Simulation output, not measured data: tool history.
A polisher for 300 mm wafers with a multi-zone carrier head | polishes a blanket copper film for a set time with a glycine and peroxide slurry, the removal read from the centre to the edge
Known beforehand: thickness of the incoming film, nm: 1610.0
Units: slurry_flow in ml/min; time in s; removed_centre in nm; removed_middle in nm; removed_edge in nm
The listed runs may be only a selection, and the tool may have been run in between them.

run	day	slurry_flow	centre_zone	middle_zone	edge_zone	time	removed_centre	removed_middle	removed_edge
1	0.000	200	1.00	1.00	1.00	46	198.19	200.94	209.70
2	0.196	200	1.01	0.99	0.97	44	194.11	187.03	193.92
3	0.312	200	1.01	0.99	1.04	44	190.49	190.83	204.71
4	0.412	200	1.01	0.91	1.04	44	193.38	173.41	200.72
5	0.704	200	1.01	0.92	1.01	43	189.14	172.23	193.65
6	1.012	200	0.97	0.92	1.01	43	177.30	172.49	197.79
7	1.096	195	0.98	0.93	0.98	42	175.85	170.60	187.22

Run 8 is up next; what results do you expect?
8	1.317	190	0.98	0.93	0.96	41	?	?	?

{"run 8": {"removed_centre": 171.31, "removed_middle": 164.4, "removed_edge": 181.14}}
